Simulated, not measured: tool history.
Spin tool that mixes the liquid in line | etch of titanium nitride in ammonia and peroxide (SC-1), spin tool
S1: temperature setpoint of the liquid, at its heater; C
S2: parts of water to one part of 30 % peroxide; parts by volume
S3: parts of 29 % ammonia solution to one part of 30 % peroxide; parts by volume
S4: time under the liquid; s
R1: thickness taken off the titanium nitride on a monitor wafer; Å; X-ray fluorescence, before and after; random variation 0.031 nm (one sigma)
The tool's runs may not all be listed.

run    day    S1    S2    S3   S4       R1
  1  0.000  55.0  24.5  0.85  275   88.558
  2  0.071  55.0  24.5  0.85  275   88.372
  3  0.125  59.0  24.5  0.85  275  115.570
  4  0.175  63.5  24.5  0.85  275  153.880
  5  0.467  63.5  24.5  0.60  275  145.890
  6  0.679  63.5  24.5  0.80  275  153.320
  7  0.738  61.0  24.5  0.80  275  129.160
  8  0.912  59.0  24.5  0.80  275  113.500

The next listed run, before its measurement:
  9  1.129  57.5  24.5  0.80  275   ?

R1: 103.470 Å
